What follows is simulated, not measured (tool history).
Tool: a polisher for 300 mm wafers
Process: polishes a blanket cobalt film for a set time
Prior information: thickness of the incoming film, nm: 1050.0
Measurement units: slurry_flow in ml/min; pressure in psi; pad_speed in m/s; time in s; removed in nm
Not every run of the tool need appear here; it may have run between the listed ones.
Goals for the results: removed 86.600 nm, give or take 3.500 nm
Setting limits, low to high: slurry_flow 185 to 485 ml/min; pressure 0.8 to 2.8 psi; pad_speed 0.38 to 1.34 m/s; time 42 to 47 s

Run 1, hour 0.0: slurry_flow 310 ml/min, pressure 1.8 psi, pad_speed 0.86 m/s, time 47 s. Result: removed 153.930 nm.
Run 2, hour 5.1: slurry_flow 245 ml/min, pressure 1.8 psi, pad_speed 0.86 m/s, time 47 s. Result: removed 150.490 nm.
Run 3, hour 12.2: slurry_flow 245 ml/min, pressure 1.6 psi, pad_speed 0.86 m/s, time 47 s. Result: removed 136.850 nm.
Run 4, hour 20.2: slurry_flow 245 ml/min, pressure 1.5 psi, pad_speed 0.84 m/s, time 47 s. Result: removed 124.050 nm.
Run 5, hour 25.9: slurry_flow 245 ml/min, pressure 1.4 psi, pad_speed 0.84 m/s, time 47 s. Result: removed 115.620 nm.
At hour 34.1: slurry nozzle cleaned.
Run 6, hour 34.1: slurry_flow 245 ml/min, pressure 1.4 psi, pad_speed 0.84 m/s, time 42 s. Result: removed 109.980 nm.
Run 7, hour 42.1: slurry_flow 245 ml/min, pressure 1.3 psi, pad_speed 0.84 m/s, time 42 s. Result: removed 102.590 nm.
Run 8, hour 48.8: slurry_flow 245 ml/min, pressure 1.2 psi, pad_speed 0.84 m/s, time 42 s. Result: removed 93.264 nm.
Run 9, hour 52.8: slurry_flow 245 ml/min, pressure 1.2 psi, pad_speed 0.84 m/s, time 42 s. Result: removed 92.826 nm.

5 next moves are on the table. One of them brings every result within its allowed miss. Which?
Run A, hour 56.8: slurry_flow 225 ml/min, pressure 0.9 psi, pad_speed 1.02 m/s, time 44 s. Result: removed ?.
Run B, hour 56.8: slurry_flow 230 ml/min, pressure 1.3 psi, pad_speed 0.76 m/s, time 45 s. Result: removed ?.
Run C, hour 56.8: slurry_flow 230 ml/min, pressure 1.1 psi, pad_speed 0.74 m/s, time 43 s. Result: removed ?.
Run D, hour 56.8: slurry_flow 205 ml/min, pressure 1.2 psi, pad_speed 0.84 m/s, time 43 s. Result: removed ?.
Run E, hour 56.8: slurry_flow 280 ml/min, pressure 1.2 psi, pad_speed 0.68 m/s, time 42 s. Result: removed ?.

move  removed
   A   87.714
   B   99.974
   C   79.703
   D   94.420
   E   80.970
A: meets every target
B: further off than the last run
C: moves the result that the last run missed by most past its target, out the other side
D: further off than the last run
E: moves the result that the last run missed by most past its target, out the other side
Correct choice: A, which meets every target
